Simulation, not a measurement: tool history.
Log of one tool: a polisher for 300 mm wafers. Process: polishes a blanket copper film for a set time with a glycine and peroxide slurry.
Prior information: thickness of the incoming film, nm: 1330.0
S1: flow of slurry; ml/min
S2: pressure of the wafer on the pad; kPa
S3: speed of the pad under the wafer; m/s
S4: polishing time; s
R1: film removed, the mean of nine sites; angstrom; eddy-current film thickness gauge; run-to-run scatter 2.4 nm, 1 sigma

| run | day | S1 | S2 | S3 | S4 | R1 |
|---|---|---|---|---|---|---|
| 1 | 0.000 | 120 | 23.4 | 0.82 | 22 | 1359.8 |
| 2 | 0.333 | 125 | 25.5 | 0.82 | 22 | 1453.2 |
| 3 | 0.412 | 125 | 27.6 | 0.82 | 22 | 1605.1 |
| 4 | 0.471 | 140 | 27.6 | 0.82 | 22 | 1632.9 |
| 5 | 0.492 | 140 | 22.8 | 0.82 | 22 | 1396.5 |
| 6 | 0.712 | 145 | 24.8 | 0.82 | 22 | 1491.7 |

Run 7 has not been measured yet. What should we expect?
| 7 | 0.800 | 145 | 26.9 | 0.82 | 22 | ? |

R1: 1611.7 angstrom
